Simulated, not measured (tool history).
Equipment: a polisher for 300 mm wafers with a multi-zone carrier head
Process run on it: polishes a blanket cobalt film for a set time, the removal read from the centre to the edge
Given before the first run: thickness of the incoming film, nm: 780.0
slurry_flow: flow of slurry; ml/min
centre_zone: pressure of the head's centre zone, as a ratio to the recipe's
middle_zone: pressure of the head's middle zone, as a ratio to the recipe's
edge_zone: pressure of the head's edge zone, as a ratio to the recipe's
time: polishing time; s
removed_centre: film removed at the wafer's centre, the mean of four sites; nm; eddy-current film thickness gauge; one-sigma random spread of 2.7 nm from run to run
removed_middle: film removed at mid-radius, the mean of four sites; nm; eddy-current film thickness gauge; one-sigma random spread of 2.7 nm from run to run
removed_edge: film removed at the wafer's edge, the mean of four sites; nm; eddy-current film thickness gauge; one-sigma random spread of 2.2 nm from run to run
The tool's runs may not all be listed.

Run 1, hour 0: slurry_flow 240 ml/min, centre_zone 1, middle_zone 1, edge_zone 1, time 54 s. Result: removed_centre 216.91 nm, removed_middle 213.4 nm, removed_edge 222.46 nm.
Run 2, hour 5.2: slurry_flow 240 ml/min, centre_zone 1, middle_zone 1.06, edge_zone 1, time 54 s. Result: removed_centre 217.65 nm, removed_middle 229.09 nm, removed_edge 223.81 nm.
Run 3, hour 7.5: slurry_flow 240 ml/min, centre_zone 0.94, middle_zone 1.06, edge_zone 1, time 54 s. Result: removed_centre 201.47 nm, removed_middle 224.02 nm, removed_edge 223.05 nm.
Run 4, hour 12.2: slurry_flow 240 ml/min, centre_zone 1.01, middle_zone 1.06, edge_zone 1, time 54 s. Result: removed_centre 222.86 nm, removed_middle 231.22 nm, removed_edge 219.35 nm.
Run 5, hour 19.4: slurry_flow 240 ml/min, centre_zone 1.01, middle_zone 1.06, edge_zone 1, time 61 s. Result: removed_centre 250.87 nm, removed_middle 258.35 nm, removed_edge 252.68 nm.
Run 6, hour 22.6: slurry_flow 240 ml/min, centre_zone 0.94, middle_zone 1.06, edge_zone 1, time 61 s. Result: removed_centre 234.49 nm, removed_middle 260.84 nm, removed_edge 250.61 nm.

Run 7 is up next; what results do you expect?
Run 7, hour 24.9: slurry_flow 240 ml/min, centre_zone 0.96, middle_zone 1.03, edge_zone 0.96, time 56 s. Result: removed_centre ?, removed_middle ?, removed_edge ?.

removed_centre: 223.41 nm
removed_middle: 227.49 nm
removed_edge: 226.5 nm
